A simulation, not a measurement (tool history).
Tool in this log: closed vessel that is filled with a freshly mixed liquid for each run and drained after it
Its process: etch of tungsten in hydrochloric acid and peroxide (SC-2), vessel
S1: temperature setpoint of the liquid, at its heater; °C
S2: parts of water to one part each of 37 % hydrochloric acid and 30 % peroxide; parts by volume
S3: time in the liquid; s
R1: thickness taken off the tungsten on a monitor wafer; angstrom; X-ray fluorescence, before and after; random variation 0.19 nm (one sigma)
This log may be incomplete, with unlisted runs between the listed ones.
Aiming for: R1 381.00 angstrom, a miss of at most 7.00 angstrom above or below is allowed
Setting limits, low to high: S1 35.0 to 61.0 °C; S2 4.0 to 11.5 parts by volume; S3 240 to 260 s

run 1 hour=0.0 | S1=45.0 S2=6.5 S3=240 | R1=284.43
run 2 hour=6.8 | S1=45.0 S2=6.5 S3=240 | R1=284.05
run 3 hour=13.8 | S1=45.0 S2=6.5 S3=240 | R1=286.31
run 4 hour=18.3 | S1=46.0 S2=6.5 S3=240 | R1=305.76
run 5 hour=26.0 | S1=52.5 S2=6.5 S3=240 | R1=470.34
-- hour=34.1 new drum of peroxide connected
run 6 hour=34.1 | S1=51.5 S2=6.5 S3=240 | R1=463.03
run 7 hour=41.6 | S1=51.0 S2=6.5 S3=240 | R1=453.65
run 8 hour=43.0 | S1=50.5 S2=6.5 S3=240 | R1=439.64
run 9 hour=49.6 | S1=48.0 S2=6.5 S3=240 | R1=368.28

Exactly one of the 5 candidate moves below puts every result within its allowed miss. Which one?
run A hour=56.2 | S1=44.5 S2=4.5 S3=240 | R1=?
run B hour=56.2 | S1=47.5 S2=6.5 S3=240 | R1=?
run C hour=56.2 | S1=47.0 S2=6.0 S3=240 | R1=?
run D hour=56.2 | S1=44.5 S2=5.5 S3=255 | R1=?
run E hour=56.2 | S1=48.5 S2=7.0 S3=240 | R1=?

move=A R1=381.70
move=B R1=358.33
move=C R1=368.03
move=D R1=351.48
move=E R1=362.06
A: meets every target
B: moves away from the targets compared with the last run
C: about as far from the targets as the last run
D: moves away from the targets compared with the last run
E: moves away from the targets compared with the last run
The move that meets every target is A.
